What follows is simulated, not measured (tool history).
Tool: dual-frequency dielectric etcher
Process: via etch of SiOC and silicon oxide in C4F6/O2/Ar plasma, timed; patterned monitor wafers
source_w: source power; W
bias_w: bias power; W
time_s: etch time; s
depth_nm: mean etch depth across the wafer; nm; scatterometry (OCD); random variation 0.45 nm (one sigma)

run	day	source_w	bias_w	time_s	depth_nm
1	0.000	380	222	98.0	109.850
2	0.229	380	222	102.0	114.850
3	0.275	340	200	101.5	105.650
4	0.462	310	188	101.0	99.374
5	0.571	380	188	101.0	109.240
6	0.704	340	188	101.0	104.320
7	0.938	310	180	100.5	98.000
8	1.171	290	177	100.5	94.773

Run 9 comes next. What will it give?
9	1.454	270	176	100.5	?

depth_nm: 92.213 nm
